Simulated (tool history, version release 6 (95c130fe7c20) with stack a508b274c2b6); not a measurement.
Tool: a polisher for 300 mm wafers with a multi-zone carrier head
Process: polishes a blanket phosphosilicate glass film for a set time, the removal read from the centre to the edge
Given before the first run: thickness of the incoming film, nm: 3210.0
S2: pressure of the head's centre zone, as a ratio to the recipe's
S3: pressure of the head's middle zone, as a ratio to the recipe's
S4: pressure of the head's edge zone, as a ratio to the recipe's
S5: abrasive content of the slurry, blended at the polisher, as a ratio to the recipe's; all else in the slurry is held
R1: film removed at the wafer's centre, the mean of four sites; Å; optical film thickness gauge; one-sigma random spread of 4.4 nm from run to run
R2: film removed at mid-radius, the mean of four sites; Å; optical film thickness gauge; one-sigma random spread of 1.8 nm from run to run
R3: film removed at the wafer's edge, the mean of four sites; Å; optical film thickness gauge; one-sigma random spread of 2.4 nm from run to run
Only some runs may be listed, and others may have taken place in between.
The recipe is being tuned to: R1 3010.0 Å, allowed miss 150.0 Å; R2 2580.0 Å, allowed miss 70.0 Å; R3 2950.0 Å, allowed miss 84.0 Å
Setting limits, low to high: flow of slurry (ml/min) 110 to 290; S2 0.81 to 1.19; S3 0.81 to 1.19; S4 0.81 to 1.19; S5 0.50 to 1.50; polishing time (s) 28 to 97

run 1 hour=0.0 | flow_of_slurry_(ml/min)=185 S2=1.00 S3=1.00 S4=1.00 S5=1.00 polishing_time_(s)=62 | R1=4895.7 R2=4769.7 R3=4900.5
run 2 hour=7.5 | flow_of_slurry_(ml/min)=180 S2=1.00 S3=0.97 S4=0.98 S5=0.90 polishing_time_(s)=60 | R1=4280.9 R2=4115.4 R3=4306.1
run 3 hour=11.4 | flow_of_slurry_(ml/min)=180 S2=1.00 S3=0.97 S4=0.98 S5=1.05 polishing_time_(s)=60 | R1=4822.4 R2=4566.9 R3=4865.9
run 4 hour=13.6 | flow_of_slurry_(ml/min)=180 S2=1.00 S3=0.97 S4=0.92 S5=1.05 polishing_time_(s)=60 | R1=4744.8 R2=4667.2 R3=4668.8
run 5 hour=16.7 | flow_of_slurry_(ml/min)=175 S2=1.00 S3=0.94 S4=0.92 S5=0.95 polishing_time_(s)=60 | R1=4468.2 R2=4190.8 R3=4355.0
run 6 hour=21.3 | flow_of_slurry_(ml/min)=170 S2=0.99 S3=0.92 S4=0.91 S5=0.90 polishing_time_(s)=60 | R1=4230.2 R2=3935.1 R3=4193.5
run 7 hour=27.0 | flow_of_slurry_(ml/min)=170 S2=0.99 S3=0.92 S4=0.91 S5=0.90 polishing_time_(s)=60 | R1=4278.9 R2=3878.5 R3=4116.3
run 8 hour=29.4 | flow_of_slurry_(ml/min)=165 S2=0.97 S3=0.90 S4=0.90 S5=0.85 polishing_time_(s)=60 | R1=4048.5 R2=3635.4 R3=3927.1
run 9 hour=30.4 | flow_of_slurry_(ml/min)=125 S2=0.89 S3=0.81 S4=0.81 S5=0.60 polishing_time_(s)=59 | R1=2263.2 R2=2092.7 R3=2371.6
run 10 hour=35.3 | flow_of_slurry_(ml/min)=145 S2=0.90 S3=0.81 S4=0.82 S5=0.60 polishing_time_(s)=59 | R1=2396.9 R2=2174.5 R3=2477.9
run 11 hour=43.3 | flow_of_slurry_(ml/min)=165 S2=0.91 S3=0.81 S4=0.83 S5=0.60 polishing_time_(s)=59 | R1=2491.1 R2=2198.6 R3=2509.4
run 12 hour=49.8 | flow_of_slurry_(ml/min)=165 S2=0.92 S3=0.82 S4=0.85 S5=0.60 polishing_time_(s)=59 | R1=2526.6 R2=2243.6 R3=2548.6
run 13 hour=58.2 | flow_of_slurry_(ml/min)=165 S2=0.92 S3=0.82 S4=0.85 S5=0.60 polishing_time_(s)=59 | R1=2503.0 R2=2241.2 R3=2535.6
run 14 hour=64.1 | flow_of_slurry_(ml/min)=215 S2=1.01 S3=0.88 S4=0.95 S5=0.70 polishing_time_(s)=59 | R1=3384.8 R2=3031.2 R3=3370.5
run 15 hour=69.9 | flow_of_slurry_(ml/min)=205 S2=1.00 S3=0.87 S4=0.93 S5=0.70 polishing_time_(s)=59 | R1=3398.8 R2=2975.8 R3=3306.1
run 16 hour=77.9 | flow_of_slurry_(ml/min)=155 S2=0.90 S3=0.81 S4=0.86 S5=0.60 polishing_time_(s)=59 | R1=2403.7 R2=2192.1 R3=2587.4
run 17 hour=78.9 | flow_of_slurry_(ml/min)=160 S2=0.92 S3=0.82 S4=0.87 S5=0.60 polishing_time_(s)=59 | R1=2502.5 R2=2222.6 R3=2559.9
run 18 hour=83.7 | flow_of_slurry_(ml/min)=175 S2=0.93 S3=0.82 S4=0.88 S5=0.60 polishing_time_(s)=59 | R1=2639.6 R2=2279.0 R3=2610.1
run 19 hour=92.0 | flow_of_slurry_(ml/min)=175 S2=0.94 S3=0.83 S4=0.90 S5=0.60 polishing_time_(s)=59 | R1=2583.8 R2=2278.8 R3=2663.1
run 20 hour=96.9 | flow_of_slurry_(ml/min)=190 S2=0.95 S3=0.83 S4=0.91 S5=0.60 polishing_time_(s)=59 | R1=2709.2 R2=2346.5 R3=2676.6
run 21 hour=102.0 | flow_of_slurry_(ml/min)=190 S2=0.95 S3=0.83 S4=0.91 S5=0.60 polishing_time_(s)=59 | R1=2608.5 R2=2341.7 R3=2674.1
run 22 hour=108.4 | flow_of_slurry_(ml/min)=195 S2=0.96 S3=0.83 S4=0.92 S5=0.60 polishing_time_(s)=59 | R1=2653.4 R2=2337.2 R3=2683.3
run 23 hour=112.3 | flow_of_slurry_(ml/min)=200 S2=0.97 S3=0.83 S4=0.93 S5=0.60 polishing_time_(s)=59 | R1=2768.9 R2=2304.2 R3=2712.0
run 24 hour=115.8 | flow_of_slurry_(ml/min)=205 S2=0.97 S3=0.84 S4=0.94 S5=0.60 polishing_time_(s)=59 | R1=2743.9 R2=2380.8 R3=2694.7

Exactly one of the 4 candidate moves below puts every result within its allowed miss. Which one?
run A hour=119.3 | flow_of_slurry_(ml/min)=185 S2=0.93 S3=0.93 S4=0.97 S5=0.65 polishing_time_(s)=54 | R1=? R2=? R3=?
run B hour=119.3 | flow_of_slurry_(ml/min)=235 S2=0.96 S3=0.82 S4=0.89 S5=0.60 polishing_time_(s)=64 | R1=? R2=? R3=?
run C hour=119.3 | flow_of_slurry_(ml/min)=265 S2=1.05 S3=0.87 S4=0.94 S5=0.65 polishing_time_(s)=53 | R1=? R2=? R3=?
run D hour=119.3 | flow_of_slurry_(ml/min)=145 S2=0.81 S3=0.94 S4=1.02 S5=0.60 polishing_time_(s)=64 | R1=? R2=? R3=?

move=A R1=2652.9 R2=2647.8 R3=2789.8
move=B R1=2986.3 R2=2616.2 R3=2916.4
move=C R1=3008.7 R2=2581.9 R3=2801.1
move=D R1=2415.3 R2=2702.2 R3=2926.3
A: nearer the targets than the last run, but a result is still out of spec
B: every result within its allowed miss
C: nearer the targets than the last run, but a result is still out of spec
D: brings the last run's worst result on target, with another outside its allowed miss
Go with B: it meets all targets.
